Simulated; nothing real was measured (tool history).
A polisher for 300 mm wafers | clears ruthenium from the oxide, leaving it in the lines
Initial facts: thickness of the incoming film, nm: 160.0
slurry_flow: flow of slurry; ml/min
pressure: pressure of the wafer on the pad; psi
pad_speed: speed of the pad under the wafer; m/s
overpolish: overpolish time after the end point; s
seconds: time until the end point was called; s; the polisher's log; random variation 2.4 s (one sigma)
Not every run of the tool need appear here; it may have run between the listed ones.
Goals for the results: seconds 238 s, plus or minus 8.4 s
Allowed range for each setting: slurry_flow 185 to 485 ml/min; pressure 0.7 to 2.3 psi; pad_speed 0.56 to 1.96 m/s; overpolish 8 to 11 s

{"run": 1, "day": 0.0, "slurry_flow": 310, "pressure": 1.5, "pad_speed": 1.26, "overpolish": 11, "seconds": 176.08}
{"run": 2, "day": 0.375, "slurry_flow": 310, "pressure": 1.5, "pad_speed": 1.26, "overpolish": 8, "seconds": 175.86}
{"run": 3, "day": 0.679, "slurry_flow": 310, "pressure": 1.5, "pad_speed": 1.52, "overpolish": 8, "seconds": 147.94}
{"run": 4, "day": 0.838, "slurry_flow": 310, "pressure": 1.5, "pad_speed": 1.72, "overpolish": 8, "seconds": 128.97}
{"run": 5, "day": 1.142, "slurry_flow": 310, "pressure": 1.2, "pad_speed": 1.68, "overpolish": 8, "seconds": 159.82}
{"run": 6, "day": 1.35, "slurry_flow": 310, "pressure": 1.4, "pad_speed": 1.68, "overpolish": 8, "seconds": 139.9}
{"run": 7, "day": 1.721, "slurry_flow": 310, "pressure": 1.2, "pad_speed": 1.64, "overpolish": 8, "seconds": 163.87}
{"run": 8, "day": 1.95, "slurry_flow": 310, "pressure": 1, "pad_speed": 1.62, "overpolish": 8, "seconds": 192.45}
{"run": 9, "day": 2.329, "slurry_flow": 310, "pressure": 0.9, "pad_speed": 1.62, "overpolish": 8, "seconds": 211.61}
{"run": 10, "day": 2.642, "slurry_flow": 310, "pressure": 0.8, "pad_speed": 1.62, "overpolish": 8, "seconds": 228.56}
{"run": 11, "day": 2.967, "slurry_flow": 310, "pressure": 0.7, "pad_speed": 1.62, "overpolish": 8, "seconds": 249.65}
{"run": 12, "day": 3.029, "slurry_flow": 310, "pressure": 0.8, "pad_speed": 1.62, "overpolish": 8, "seconds": 229.6}

Exercise: of the 4 proposed moves below, exactly one satisfies all targets within the stated allowed misses. Which move is it?
{"run": "A", "day": 3.092, "slurry_flow": 365, "pressure": 0.8, "pad_speed": 1.42, "overpolish": 8, "seconds": "?"}
{"run": "B", "day": 3.092, "slurry_flow": 330, "pressure": 0.7, "pad_speed": 1.56, "overpolish": 11, "seconds": "?"}
{"run": "C", "day": 3.092, "slurry_flow": 245, "pressure": 0.7, "pad_speed": 1.78, "overpolish": 11, "seconds": "?"}
{"run": "D", "day": 3.092, "slurry_flow": 280, "pressure": 0.7, "pad_speed": 1.58, "overpolish": 11, "seconds": "?"}

move=A seconds=256.18
move=B seconds=260.38
move=C seconds=236.26
move=D seconds=261.34
A: takes the biggest miss from the last run beyond its target
B: takes the biggest miss from the last run beyond its target
C: meets every target
D: takes the biggest miss from the last run beyond its target
Answer: C

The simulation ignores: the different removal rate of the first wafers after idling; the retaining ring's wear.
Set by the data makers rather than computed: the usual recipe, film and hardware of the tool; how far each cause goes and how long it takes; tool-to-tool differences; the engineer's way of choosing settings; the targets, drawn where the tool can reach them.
